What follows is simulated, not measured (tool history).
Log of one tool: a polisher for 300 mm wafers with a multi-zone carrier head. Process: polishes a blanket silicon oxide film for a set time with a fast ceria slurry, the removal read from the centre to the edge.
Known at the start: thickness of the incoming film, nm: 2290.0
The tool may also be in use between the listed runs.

| run | hour | flow of slurry (ml/min) | pressure of the head's centre zone | pressure of the head's middle zone | pressure of the head's edge zone | polishing time (s) | film removed at the wafer's centre (angstrom) | film removed at mid-radius (angstrom) | film removed at the wafer's edge (angstrom) |
|---|---|---|---|---|---|---|---|---|---|
| 1 | 0 | 230 | 1 | 1 | 1 | 49 | 8072.2 | 8672.2 | 8929.2 |
| 2 | 2.7 | 230 | 1 | 1.06 | 1 | 49 | 8129.2 | 9076 | 8892.8 |
| 3 | 6.8 | 245 | 1.05 | 1.06 | 0.99 | 53 | 9632 | 9742.2 | 9568.3 |
| 4 | 13.7 | 245 | 1.05 | 1.06 | 1.07 | 53 | 9312.6 | 10087 | 9978.2 |
| 5 | 16.3 | 245 | 1.09 | 1.06 | 1.07 | 53 | 9613.2 | 10050 | 10291 |
| 6 | 20.2 | 245 | 1.09 | 1.06 | 1.13 | 53 | 9463.3 | 9915.2 | 10413 |
| 7 | 28.7 | 260 | 1.12 | 1.07 | 1.09 | 55 | 10556 | 10601 | 10865 |
| 8 | 34.8 | 275 | 1.14 | 1.08 | 1.06 | 56 | 11000 | 10844 | 10768 |
| 9 | 42.8 | 280 | 1.15 | 1.08 | 1.04 | 58 | 11286 | 11447 | 10943 |

Forecast run 10:
| 10 | 47.1 | 280 | 1.16 | 1.05 | 1 | 61 | ? | ? | ? |

film removed at the wafer's centre (angstrom): 12075
film removed at mid-radius (angstrom): 11472
film removed at the wafer's edge (angstrom): 11286
